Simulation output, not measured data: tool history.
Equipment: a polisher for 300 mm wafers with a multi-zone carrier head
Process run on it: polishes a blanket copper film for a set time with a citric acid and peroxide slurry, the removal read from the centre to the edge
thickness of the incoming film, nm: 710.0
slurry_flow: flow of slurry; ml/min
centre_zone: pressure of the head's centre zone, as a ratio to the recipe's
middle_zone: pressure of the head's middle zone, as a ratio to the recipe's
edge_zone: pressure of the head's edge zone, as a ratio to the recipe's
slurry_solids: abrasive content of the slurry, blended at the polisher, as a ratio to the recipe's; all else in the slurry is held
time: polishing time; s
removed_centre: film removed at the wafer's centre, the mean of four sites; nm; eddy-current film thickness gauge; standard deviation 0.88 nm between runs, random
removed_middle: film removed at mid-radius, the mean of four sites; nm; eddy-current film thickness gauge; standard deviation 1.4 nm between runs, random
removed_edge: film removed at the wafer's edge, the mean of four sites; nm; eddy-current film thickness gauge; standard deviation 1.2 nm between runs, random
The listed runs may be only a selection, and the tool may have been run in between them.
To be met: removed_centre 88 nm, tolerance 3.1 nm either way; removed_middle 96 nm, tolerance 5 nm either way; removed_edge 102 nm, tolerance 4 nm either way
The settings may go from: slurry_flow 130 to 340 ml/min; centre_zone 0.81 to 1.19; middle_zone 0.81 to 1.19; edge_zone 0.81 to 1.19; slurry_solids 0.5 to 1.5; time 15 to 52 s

run,day,slurry_flow,centre_zone,middle_zone,edge_zone,slurry_solids,time,removed_centre,removed_middle,removed_edge
1,0,220,1,1,1,1,33,81.221,84.312,86.024
2,0.342,220,1,1,1.07,1,33,82.512,83.595,87.149
3,0.504,220,0.93,1,1.07,1,33,75.412,84.553,86.948
4,0.754,220,0.93,1,1.04,1,33,77.891,82.952,85.808
5,0.792,220,0.93,1,1.09,1,33,76.288,84.047,90.456
6,1.154,220,0.98,1,1.09,1,33,79.567,83.675,88.882
7,1.267,225,0.98,1.01,1.1,1.05,33,82.669,83.53,92.154
8,1.5,230,0.98,1.03,1.1,1.05,33,80.787,88.423,91.584
9,1.7,235,0.99,1.03,1.11,1.05,33,83.624,87.636,91.347
10,1.879,235,0.99,1.04,1.12,1.1,33,84.669,89.735,92.031
11,2.25,235,0.98,1.04,1.13,1.1,33,83.936,88.075,94.414

4 candidate next runs follow, results not yet known. Just one meets every target within its allowed miss. Identify it.
A,2.621,240,0.95,1,1.12,1.05,33,?,?,?
B,2.621,230,0.99,1.1,1,0.85,38,?,?,?
C,2.621,225,0.96,1.04,1.15,1.05,36,?,?,?
D,2.621,220,1,1.06,1.05,0.95,36,?,?,?

move,removed_centre,removed_middle,removed_edge
A,81.091,84.998,91.557
B,91.526,99.512,93.998
C,88.554,94.893,100.45
D,89.565,93.574,93.416
A: its largest miss is bigger than the last run's
B: its largest miss is bigger than the last run's
C: every result lands within tolerance
D: its largest miss is bigger than the last run's
Go with C: it meets all targets.

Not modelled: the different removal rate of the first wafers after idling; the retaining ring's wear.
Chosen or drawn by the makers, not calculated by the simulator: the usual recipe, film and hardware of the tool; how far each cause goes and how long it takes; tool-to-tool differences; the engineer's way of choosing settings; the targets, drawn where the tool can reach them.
